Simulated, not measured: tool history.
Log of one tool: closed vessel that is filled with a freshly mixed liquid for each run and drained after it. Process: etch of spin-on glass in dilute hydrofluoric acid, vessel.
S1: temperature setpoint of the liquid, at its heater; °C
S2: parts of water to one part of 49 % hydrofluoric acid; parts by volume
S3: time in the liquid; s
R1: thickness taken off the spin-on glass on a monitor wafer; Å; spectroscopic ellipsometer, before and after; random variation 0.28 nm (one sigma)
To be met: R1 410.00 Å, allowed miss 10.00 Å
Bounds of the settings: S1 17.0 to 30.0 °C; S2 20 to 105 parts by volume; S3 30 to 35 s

run,day,S1,S2,S3,R1
1,0.000,22.0,55,35,136.45
2,0.033,22.0,55,30,116.66
3,0.404,24.5,45,30,162.05
4,0.700,24.5,30,30,248.42
5,0.825,26.0,25,30,315.84
6,1.138,27.0,25,30,327.22
7,1.462,28.0,25,30,346.76
8,1.792,28.5,25,30,348.77
9,2.075,29.0,25,30,358.44
10,2.329,29.0,25,30,360.64
11,2.362,29.5,25,30,364.95
12,2.479,30.0,25,30,372.97
13,2.654,30.0,20,30,474.60
14,2.971,29.5,20,30,461.71
15,3.317,29.0,20,30,449.02

Which of these 4 next moves meets every target?
A,3.662,30.0,25,30,?
B,3.662,28.5,25,35,?
C,3.662,30.0,25,35,?
D,3.662,28.0,20,35,?

move,R1
A,373.45
B,410.03
C,435.69
D,506.06
A: takes the result that was furthest off past its target
B: meets every target
C: nearer than the last run, and not there yet
D: further off than the last run
Answer: B

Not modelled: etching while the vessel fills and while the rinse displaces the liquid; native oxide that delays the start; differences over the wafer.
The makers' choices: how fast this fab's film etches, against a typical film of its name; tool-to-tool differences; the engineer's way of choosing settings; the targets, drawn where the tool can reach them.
